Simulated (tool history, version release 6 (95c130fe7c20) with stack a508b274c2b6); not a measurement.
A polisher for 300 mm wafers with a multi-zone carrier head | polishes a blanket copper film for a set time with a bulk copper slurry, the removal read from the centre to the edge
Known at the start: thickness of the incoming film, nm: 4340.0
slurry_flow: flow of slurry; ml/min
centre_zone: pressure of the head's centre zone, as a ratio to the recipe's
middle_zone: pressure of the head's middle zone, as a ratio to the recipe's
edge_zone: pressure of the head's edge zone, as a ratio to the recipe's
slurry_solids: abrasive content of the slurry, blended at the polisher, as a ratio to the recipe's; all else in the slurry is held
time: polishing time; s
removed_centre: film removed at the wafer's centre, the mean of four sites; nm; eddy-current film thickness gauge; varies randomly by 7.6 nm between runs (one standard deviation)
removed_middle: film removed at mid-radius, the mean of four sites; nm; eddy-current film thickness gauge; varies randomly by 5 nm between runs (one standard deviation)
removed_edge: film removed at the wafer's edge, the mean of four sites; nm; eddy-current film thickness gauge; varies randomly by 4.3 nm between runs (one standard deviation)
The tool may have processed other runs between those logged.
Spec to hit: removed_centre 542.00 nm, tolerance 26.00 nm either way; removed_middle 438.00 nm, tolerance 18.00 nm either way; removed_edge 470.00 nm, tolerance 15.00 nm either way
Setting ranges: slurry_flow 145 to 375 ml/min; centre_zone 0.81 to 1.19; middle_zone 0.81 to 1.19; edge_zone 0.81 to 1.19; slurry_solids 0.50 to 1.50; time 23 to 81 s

Run 1, hour 0.0: slurry_flow 240 ml/min, centre_zone 1.00, middle_zone 1.00, edge_zone 1.00, slurry_solids 1.00, time 52 s. Result: removed_centre 534.45 nm, removed_middle 528.15 nm, removed_edge 528.80 nm.
Run 2, hour 2.8: slurry_flow 235 ml/min, centre_zone 1.02, middle_zone 0.97, edge_zone 0.98, slurry_solids 0.95, time 52 s. Result: removed_centre 547.27 nm, removed_middle 513.86 nm, removed_edge 519.31 nm.
Run 3, hour 7.5: slurry_flow 235 ml/min, centre_zone 1.09, middle_zone 0.97, edge_zone 0.98, slurry_solids 0.95, time 52 s. Result: removed_centre 560.29 nm, removed_middle 521.91 nm, removed_edge 525.33 nm.
Run 4, hour 16.2: slurry_flow 235 ml/min, centre_zone 1.06, middle_zone 0.97, edge_zone 0.98, slurry_solids 0.95, time 52 s. Result: removed_centre 558.03 nm, removed_middle 512.42 nm, removed_edge 513.44 nm.
Run 5, hour 24.5: slurry_flow 235 ml/min, centre_zone 1.13, middle_zone 0.97, edge_zone 0.98, slurry_solids 0.95, time 52 s. Result: removed_centre 567.60 nm, removed_middle 515.01 nm, removed_edge 517.41 nm.
Run 6, hour 32.4: slurry_flow 230 ml/min, centre_zone 1.13, middle_zone 0.94, edge_zone 0.97, slurry_solids 0.90, time 52 s. Result: removed_centre 573.85 nm, removed_middle 498.56 nm, removed_edge 503.83 nm.
Run 7, hour 33.9: slurry_flow 205 ml/min, centre_zone 1.08, middle_zone 0.84, edge_zone 0.97, slurry_solids 0.75, time 51 s. Result: removed_centre 501.78 nm, removed_middle 417.30 nm, removed_edge 474.92 nm.
Run 8, hour 34.8: slurry_flow 210 ml/min, centre_zone 1.10, middle_zone 0.85, edge_zone 0.96, slurry_solids 0.75, time 51 s. Result: removed_centre 517.79 nm, removed_middle 413.59 nm, removed_edge 475.27 nm.

Pick the move, out of 5, that brings all results within their allowed miss; only one does.
Run A, hour 35.7: slurry_flow 205 ml/min, centre_zone 1.04, middle_zone 0.95, edge_zone 0.98, slurry_solids 0.80, time 48 s. Result: removed_centre ?, removed_middle ?, removed_edge ?.
Run B, hour 35.7: slurry_flow 260 ml/min, centre_zone 1.06, middle_zone 0.85, edge_zone 1.00, slurry_solids 0.70, time 49 s. Result: removed_centre ?, removed_middle ?, removed_edge ?.
Run C, hour 35.7: slurry_flow 205 ml/min, centre_zone 0.97, middle_zone 0.93, edge_zone 0.96, slurry_solids 0.60, time 57 s. Result: removed_centre ?, removed_middle ?, removed_edge ?.
Run D, hour 35.7: slurry_flow 195 ml/min, centre_zone 1.05, middle_zone 0.82, edge_zone 1.01, slurry_solids 0.75, time 54 s. Result: removed_centre ?, removed_middle ?, removed_edge ?.
Run E, hour 35.7: slurry_flow 165 ml/min, centre_zone 1.17, middle_zone 0.90, edge_zone 0.95, slurry_solids 0.70, time 55 s. Result: removed_centre ?, removed_middle ?, removed_edge ?.

move  removed_centre  removed_middle  removed_edge
   A          465.91          429.78        454.28
   B          482.59          398.02        462.68
   C          479.47          461.44        491.61
   D          513.73          416.91        507.00
   E          544.32          435.42        480.08
A: corrects the largest miss of the last run, while another result sits out of spec
B: the biggest miss grows against the last run
C: moves the result that the last run missed by most past its target, out the other side
D: the biggest miss grows against the last run
E: each result inside its tolerance
Answer: E
